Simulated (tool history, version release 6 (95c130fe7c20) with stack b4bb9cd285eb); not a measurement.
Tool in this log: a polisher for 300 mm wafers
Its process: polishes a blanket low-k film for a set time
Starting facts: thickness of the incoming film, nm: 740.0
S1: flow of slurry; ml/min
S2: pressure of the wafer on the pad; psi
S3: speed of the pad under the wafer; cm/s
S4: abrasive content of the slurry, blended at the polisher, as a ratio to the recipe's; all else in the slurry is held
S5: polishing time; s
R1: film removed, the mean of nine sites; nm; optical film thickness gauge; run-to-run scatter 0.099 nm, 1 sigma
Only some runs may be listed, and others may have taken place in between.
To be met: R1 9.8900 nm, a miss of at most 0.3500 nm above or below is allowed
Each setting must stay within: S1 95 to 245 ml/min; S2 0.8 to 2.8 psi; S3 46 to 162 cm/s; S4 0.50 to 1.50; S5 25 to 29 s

run	hour	S1	S2	S3	S4	S5	R1
1	0.0	155	1.8	104	1.00	29	9.0312
2	6.8	155	1.5	104	1.00	29	7.8440
3	11.5	155	1.5	104	0.85	29	7.4972
4	19.7	160	1.7	104	0.85	29	8.2662
5	28.4	160	1.7	86	0.85	29	7.3336
6	29.5	165	1.9	86	0.85	29	7.9039
7	36.4	165	2.0	86	0.85	29	8.2366
8	44.7	165	2.1	86	0.85	29	8.6695
9	45.5	170	2.2	86	0.85	29	8.9545
10	46.7	170	2.2	86	0.85	29	8.7678
# hour 48.2: conditioning disc replaced and pad reconditioned
11	48.2	170	2.3	86	0.85	29	11.7050
12	55.3	150	2.2	86	0.85	29	11.1220
13	60.4	155	2.2	86	0.85	29	10.9480
14	64.6	155	2.2	86	0.85	29	10.8320

5 candidate next runs follow, results not yet known. Just one meets every target within its allowed miss. Identify it.
A	68.8	160	2.7	72	0.70	27	?
B	68.8	135	2.8	58	0.90	26	?
C	68.8	165	2.1	76	0.95	26	?
D	68.8	160	2.2	78	0.85	26	?
E	68.8	185	2.0	86	0.95	25	?

move	R1
A	9.8315
B	8.9030
C	9.1141
D	9.1898
E	9.4476
A: hits every target within its allowed miss
B: takes the biggest miss from the last run beyond its target
C: takes the biggest miss from the last run beyond its target
D: takes the biggest miss from the last run beyond its target
E: takes the biggest miss from the last run beyond its target
So the answer is move A, the one that meets all the targets.
